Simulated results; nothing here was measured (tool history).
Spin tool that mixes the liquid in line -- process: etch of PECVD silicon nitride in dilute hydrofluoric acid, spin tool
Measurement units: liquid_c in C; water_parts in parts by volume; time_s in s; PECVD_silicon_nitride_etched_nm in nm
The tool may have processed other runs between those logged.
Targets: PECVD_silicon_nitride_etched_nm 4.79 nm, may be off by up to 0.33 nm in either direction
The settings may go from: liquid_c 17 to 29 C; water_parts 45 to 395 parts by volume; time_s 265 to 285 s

run,hour,liquid_c,water_parts,time_s,PECVD_silicon_nitride_etched_nm
1,0,21,220,265,2.5309
2,3.1,21,220,285,2.7841
3,3.9,22.5,215,285,3.1367
4,9.7,24,210,285,3.6185
5,18.6,24,210,285,3.691
6,25.8,24.5,210,285,3.5326
7,30.7,28,160,285,5.982
8,31.4,27.5,160,285,5.6387
9,35.9,27,160,285,5.4299

Consider the 5 candidate settings below. Which is the only one whose results all fall within their allowed miss of target?
A,40.4,28.5,210,265,?
B,40.4,29,205,280,?
C,40.4,21.5,155,270,?
D,40.4,27.5,160,280,?
E,40.4,27,140,275,?

move,PECVD_silicon_nitride_etched_nm
A,4.3443
B,4.8479
C,3.849
D,5.6798
E,6.1807
A: the result that was furthest off in the last run now lies on the other side of its target
B: every result within its allowed miss
C: the result that was furthest off in the last run now lies on the other side of its target
D: lands further from the targets than the last run did
E: lands further from the targets than the last run did
So the answer is move B, the one that meets all the targets.
